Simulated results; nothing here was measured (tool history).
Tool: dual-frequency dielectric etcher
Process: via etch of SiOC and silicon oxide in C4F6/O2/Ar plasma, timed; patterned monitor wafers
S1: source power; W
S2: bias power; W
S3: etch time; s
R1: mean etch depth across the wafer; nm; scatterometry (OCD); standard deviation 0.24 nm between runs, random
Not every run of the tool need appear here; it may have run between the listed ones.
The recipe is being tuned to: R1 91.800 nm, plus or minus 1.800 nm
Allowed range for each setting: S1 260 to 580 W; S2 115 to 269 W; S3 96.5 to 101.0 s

run,hour,S1,S2,S3,R1
1,0.0,420,192,96.5,113.840
2,8.0,400,186,96.5,108.930
3,10.3,400,186,101.0,114.050
4,16.0,380,183,101.0,109.210
5,17.4,370,182,101.0,107.150
6,19.9,410,182,101.0,115.060
7,22.4,390,181,101.0,110.970
8,23.3,310,158,100.5,88.034
9,32.4,310,158,100.5,87.900

Which one of the following 5 next-run settings gets every result inside its allowed miss? There is exactly one.
A,41.5,330,151,96.5,?
B,41.5,320,161,96.5,?
C,41.5,310,170,96.5,?
D,41.5,290,173,101.0,?
E,41.5,350,138,101.0,?

move,R1
A,87.045
B,87.586
C,87.616
D,87.578
E,91.244
A: further off than the last run
B: further off than the last run
C: further off than the last run
D: further off than the last run
E: all results land within tolerance of their targets
E is the move that brings every result within its allowed miss.
